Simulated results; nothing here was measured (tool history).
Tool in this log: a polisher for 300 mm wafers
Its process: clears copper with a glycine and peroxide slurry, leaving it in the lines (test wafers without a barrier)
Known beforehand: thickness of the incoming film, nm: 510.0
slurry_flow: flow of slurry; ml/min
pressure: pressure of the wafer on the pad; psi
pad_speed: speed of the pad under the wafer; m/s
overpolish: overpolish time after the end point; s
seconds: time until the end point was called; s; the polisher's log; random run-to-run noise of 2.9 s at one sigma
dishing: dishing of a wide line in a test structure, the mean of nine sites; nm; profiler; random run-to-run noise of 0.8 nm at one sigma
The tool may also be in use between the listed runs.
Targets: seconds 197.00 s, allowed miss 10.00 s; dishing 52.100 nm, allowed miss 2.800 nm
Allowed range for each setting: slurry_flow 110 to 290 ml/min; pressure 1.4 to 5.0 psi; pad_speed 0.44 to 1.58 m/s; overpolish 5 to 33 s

Run 1, hour 0.0: slurry_flow 185 ml/min, pressure 3.2 psi, pad_speed 1.00 m/s, overpolish 17 s. Result: seconds 109.47 s, dishing 57.123 nm.
Run 2, hour 4.4: slurry_flow 210 ml/min, pressure 3.2 psi, pad_speed 1.00 m/s, overpolish 17 s. Result: seconds 109.84 s, dishing 55.755 nm.
Run 3, hour 10.2: slurry_flow 210 ml/min, pressure 3.0 psi, pad_speed 0.98 m/s, overpolish 18 s. Result: seconds 116.14 s, dishing 54.050 nm.
Run 4, hour 17.7: slurry_flow 205 ml/min, pressure 2.8 psi, pad_speed 0.96 m/s, overpolish 20 s. Result: seconds 125.03 s, dishing 56.715 nm.
Run 5, hour 19.2: slurry_flow 175 ml/min, pressure 2.8 psi, pad_speed 0.96 m/s, overpolish 20 s. Result: seconds 126.25 s, dishing 54.726 nm.
Run 6, hour 25.9: slurry_flow 175 ml/min, pressure 2.6 psi, pad_speed 0.94 m/s, overpolish 21 s. Result: seconds 137.10 s, dishing 53.908 nm.
Run 7, hour 31.5: slurry_flow 175 ml/min, pressure 2.5 psi, pad_speed 0.94 m/s, overpolish 22 s. Result: seconds 139.82 s, dishing 54.713 nm.
Run 8, hour 38.6: slurry_flow 165 ml/min, pressure 1.6 psi, pad_speed 0.86 m/s, overpolish 29 s. Result: seconds 215.89 s, dishing 48.163 nm.

Exercise: of the 4 proposed moves below, exactly one satisfies all targets within the stated allowed misses. Which move is it?
Run A, hour 45.7: slurry_flow 145 ml/min, pressure 2.1 psi, pad_speed 0.90 m/s, overpolish 31 s. Result: seconds ?, dishing ?.
Run B, hour 45.7: slurry_flow 115 ml/min, pressure 2.3 psi, pad_speed 0.62 m/s, overpolish 32 s. Result: seconds ?, dishing ?.
Run C, hour 45.7: slurry_flow 130 ml/min, pressure 1.6 psi, pad_speed 1.14 m/s, overpolish 27 s. Result: seconds ?, dishing ?.
Run D, hour 45.7: slurry_flow 135 ml/min, pressure 1.6 psi, pad_speed 0.98 m/s, overpolish 31 s. Result: seconds ?, dishing ?.

move  seconds  dishing
   A   172.32   60.555
   B   219.86   53.368
   C   180.00   51.513
   D   200.15   53.081
A: pushes the last run's worst result past its target
B: misses by more than the last run did
C: pushes the last run's worst result past its target
D: hits every target within its allowed miss
D is the move that brings every result within its allowed miss.

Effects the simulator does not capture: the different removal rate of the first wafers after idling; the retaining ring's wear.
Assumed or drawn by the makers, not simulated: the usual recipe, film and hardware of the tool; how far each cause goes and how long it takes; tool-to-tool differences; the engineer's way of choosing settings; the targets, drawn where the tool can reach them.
